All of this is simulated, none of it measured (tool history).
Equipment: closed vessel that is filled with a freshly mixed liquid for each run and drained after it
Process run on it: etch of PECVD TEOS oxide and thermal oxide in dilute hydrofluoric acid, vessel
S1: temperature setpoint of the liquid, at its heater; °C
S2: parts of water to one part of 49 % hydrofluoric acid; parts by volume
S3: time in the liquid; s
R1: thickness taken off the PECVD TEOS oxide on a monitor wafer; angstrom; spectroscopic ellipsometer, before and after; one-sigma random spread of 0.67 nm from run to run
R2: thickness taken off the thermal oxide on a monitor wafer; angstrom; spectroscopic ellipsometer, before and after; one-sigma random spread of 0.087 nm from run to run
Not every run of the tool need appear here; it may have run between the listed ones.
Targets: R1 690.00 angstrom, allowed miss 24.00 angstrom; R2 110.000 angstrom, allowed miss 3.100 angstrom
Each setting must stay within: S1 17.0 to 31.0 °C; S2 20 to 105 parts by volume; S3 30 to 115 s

run    day    S1  S2  S3      R1       R2
  1  0.000  23.0  55  60  309.21   49.970
  2  0.100  25.5  45  60  432.34   69.550
  3  0.212  27.5  40  60  530.91   85.448
  4  0.583  28.5  40  60  553.65   88.795
  5  0.746  29.5  40  60  579.44   90.343
  6  1.042  29.5  40  45  432.87   68.771
  7  1.379  31.0  20  45  951.10  151.030
  8  1.525  29.0  20  45  871.93  137.910
  9  1.688  27.0  20  45  802.74  127.270
 10  1.854  25.5  20  45  746.94  118.630
 11  1.988  25.0  20  45  736.53  116.620
 12  2.258  25.0  20  45  754.30  116.250
 13  2.608  24.5  20  45  707.20  115.740
 14  2.658  25.5  25  45  598.55   95.404
 15  2.717  26.0  20  45  771.67  122.050
 16  3.004  25.0  20  45  729.40  118.540

Pick the move, out of 5, that brings all results within their allowed miss; only one does.
  A  3.292  23.5  25  60   ?   ?
  B  3.292  26.0  20  40   ?   ?
  C  3.292  30.5  30  55   ?   ?
  D  3.292  26.5  35  75   ?   ?
  E  3.292  21.5  20  45   ?   ?

move      R1       R2
   A  737.03  118.260
   B  686.79  110.190
   C  744.82  119.510
   D  735.14  117.950
   E  638.69  102.480
A: no better and no worse than the last run
B: hits every target within its allowed miss
C: moves away from the targets compared with the last run
D: closer than the last run, but not yet in spec
E: pushes the last run's worst result past its target
B meets every target.
